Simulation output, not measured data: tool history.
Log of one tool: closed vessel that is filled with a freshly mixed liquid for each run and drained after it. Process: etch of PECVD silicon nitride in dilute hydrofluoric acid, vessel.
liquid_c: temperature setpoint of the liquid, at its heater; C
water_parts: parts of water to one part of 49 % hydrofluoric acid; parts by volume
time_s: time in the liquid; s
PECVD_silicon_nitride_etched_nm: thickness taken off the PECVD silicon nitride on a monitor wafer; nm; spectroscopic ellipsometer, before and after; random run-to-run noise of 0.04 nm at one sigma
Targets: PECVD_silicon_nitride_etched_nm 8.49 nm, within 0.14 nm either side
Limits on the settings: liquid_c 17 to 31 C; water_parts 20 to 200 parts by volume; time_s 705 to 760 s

run  hour  liquid_c  water_parts  time_s  PECVD_silicon_nitride_etched_nm
  1     0        23          110     705                           11.455
  2   8.9        26          110     705                           13.852
  3  14.8        25          110     705                           13.004
  4  23.9        25          110     705                           13.082
  5  28.4        24          110     705                           12.192
  6  31.3      22.5          110     705                           10.953
  7  36.5        22          110     705                            10.65
  8  42.9      21.5          110     705                           10.301
  9  45.1        21          110     705                           10.037
 10  54.2      20.5          110     705                             9.56
 11  63.6        20          110     705                           9.3287
 12  68.7        18          110     705                           8.1172

4 next moves are on the table. One of them brings every result within its allowed miss. Which?
  A  73.8      17.5          105     730                                ?
  B  73.8        17           95     710                                ?
  C  73.8      19.5          120     750                                ?
  D  73.8        17           95     725                                ?

move  PECVD_silicon_nitride_etched_nm
   A                            8.505
   B                           8.8025
   C                           8.8036
   D                           8.9885
A: meets every target
B: moves the result that the last run missed by most past its target, out the other side
C: moves the result that the last run missed by most past its target, out the other side
D: moves the result that the last run missed by most past its target, out the other side
So the answer is move A, the one that meets all the targets.

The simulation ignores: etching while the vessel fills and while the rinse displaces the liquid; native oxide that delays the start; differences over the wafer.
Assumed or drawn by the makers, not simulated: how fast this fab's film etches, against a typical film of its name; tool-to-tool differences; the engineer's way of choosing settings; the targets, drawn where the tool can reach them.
